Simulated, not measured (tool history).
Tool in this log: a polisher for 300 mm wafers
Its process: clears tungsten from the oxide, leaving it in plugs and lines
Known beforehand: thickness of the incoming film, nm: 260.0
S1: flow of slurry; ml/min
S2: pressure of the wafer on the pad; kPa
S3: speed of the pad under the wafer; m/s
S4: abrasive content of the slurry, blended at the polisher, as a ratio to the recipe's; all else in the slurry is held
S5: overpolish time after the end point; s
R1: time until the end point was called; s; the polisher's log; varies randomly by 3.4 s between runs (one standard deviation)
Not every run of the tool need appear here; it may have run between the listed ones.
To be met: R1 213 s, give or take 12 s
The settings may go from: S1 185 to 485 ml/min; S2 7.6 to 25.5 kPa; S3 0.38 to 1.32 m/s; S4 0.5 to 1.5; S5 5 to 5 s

run,hour,S1,S2,S3,S4,S5,R1
1,0,310,16.5,0.84,1,5,111.26
2,2.6,310,16.5,0.84,1,5,108.38
3,3.5,250,16.5,0.84,1,5,111.04
4,9.6,190,16.5,0.84,1,5,117.3
5,13.3,190,16.5,0.84,0.8,5,121.17
6,22.1,190,13.8,0.82,0.8,5,141.36
7,27.5,190,12.4,0.78,0.8,5,156.9
8,32.4,185,8.3,0.68,0.8,5,235.16

Below are 5 possible settings for the next run. Only one of them brings all results inside the allowed miss of their targets. Which is it?
A,37.3,185,8.3,0.52,0.85,5,?
B,37.3,185,7.6,0.6,0.65,5,?
C,37.3,200,9.7,0.62,0.9,5,?
D,37.3,185,9.7,0.78,0.8,5,?
E,37.3,185,7.6,0.62,0.8,5,?

move,R1
A,269.22
B,272.88
C,209.66
D,183.06
E,251.43
A: its largest miss is bigger than the last run's
B: its largest miss is bigger than the last run's
C: all results land within tolerance of their targets
D: takes the result that was furthest off past its target
E: its largest miss is bigger than the last run's
Move C is the one to make.
